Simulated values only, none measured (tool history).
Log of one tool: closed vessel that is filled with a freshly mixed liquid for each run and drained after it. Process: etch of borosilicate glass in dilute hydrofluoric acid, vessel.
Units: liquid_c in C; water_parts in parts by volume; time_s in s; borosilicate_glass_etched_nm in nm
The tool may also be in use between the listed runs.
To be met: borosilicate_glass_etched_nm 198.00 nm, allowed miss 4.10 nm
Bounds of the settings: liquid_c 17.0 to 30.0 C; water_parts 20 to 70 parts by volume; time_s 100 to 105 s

run,day,liquid_c,water_parts,time_s,borosilicate_glass_etched_nm
1,0.000,22.0,40,100,132.23
2,0.196,23.0,40,100,137.63
3,0.425,25.5,40,100,151.84
4,0.788,26.0,40,100,156.66
5,0.842,23.5,40,100,139.77
6,1.008,20.5,40,100,123.24
7,1.108,21.5,40,100,129.10
8,1.454,22.5,40,100,134.70
9,1.662,23.5,40,100,140.20
10,1.746,24.0,40,100,142.87

Which of these 4 next moves meets every target?
A,1.829,22.0,30,105,?
B,1.829,26.0,35,105,?
C,1.829,26.5,35,105,?
D,1.829,28.5,35,100,?

move,borosilicate_glass_etched_nm
A,186.49
B,187.64
C,191.52
D,197.82
A: nearer than the last run, and not there yet
B: nearer than the last run, and not there yet
C: nearer than the last run, and not there yet
D: meets every target
Move D is the one to make.

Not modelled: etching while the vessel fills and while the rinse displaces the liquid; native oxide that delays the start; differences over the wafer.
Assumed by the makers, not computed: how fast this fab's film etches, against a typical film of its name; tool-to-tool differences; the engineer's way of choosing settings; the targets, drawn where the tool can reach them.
